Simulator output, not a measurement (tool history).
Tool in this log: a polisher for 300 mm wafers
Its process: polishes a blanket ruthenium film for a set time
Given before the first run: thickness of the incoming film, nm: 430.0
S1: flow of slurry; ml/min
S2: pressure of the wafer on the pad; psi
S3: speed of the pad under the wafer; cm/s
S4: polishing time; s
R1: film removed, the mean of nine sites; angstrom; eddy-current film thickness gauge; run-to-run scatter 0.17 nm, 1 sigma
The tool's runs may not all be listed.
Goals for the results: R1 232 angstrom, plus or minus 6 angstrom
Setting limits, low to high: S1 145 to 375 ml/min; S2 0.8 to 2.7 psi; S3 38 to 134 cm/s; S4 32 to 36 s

run  hour   S1   S2  S3  S4      R1
  1     0  240  1.7  86  36  293.86
  2   1.6  240  1.7  86  32  259.41
  3     7  235  1.7  86  32  262.38
  4  14.1  230  1.7  86  32  263.64
  5    21  230  1.7  96  32   285.6
  6  22.3  230  1.5  96  32  256.03
  7  30.6  230  1.5  96  32  255.58
  8  33.9  225  1.5  96  32  253.83
  9  36.6  205  1.3  96  32  219.95
 10  39.6  210  1.3  96  32   220.9
 11    43  215  1.3  96  32  222.21
 12  48.6  220  1.3  96  32  220.45
 13  51.3  225  1.3  96  32  221.84
 14  59.1  235  1.3  96  32  225.67
 15  66.7  240  1.3  96  32  223.24
 16    69  240  1.4  96  32  240.03
 17    75  235  1.4  96  32  239.97
 18  83.4  230  1.4  96  32  239.38

5 candidate next runs follow, results not yet known. Just one meets every target within its allowed miss. Identify it.
  A  91.8  230  1.5   86  34   ?
  B  91.8  225  1.4   96  33   ?
  C  91.8  255  1.5   88  33   ?
  D  91.8  145  1.5   94  32   ?
  E  91.8  315  1.1  110  32   ?

move      R1
   A  244.44
   B  244.86
   C  245.31
   D  230.85
   E  221.67
A: lands further from the targets than the last run did
B: lands further from the targets than the last run did
C: lands further from the targets than the last run did
D: every result lands within tolerance
E: moves the result that the last run missed by most past its target, out the other side
So the answer is move D, the one that meets all the targets.
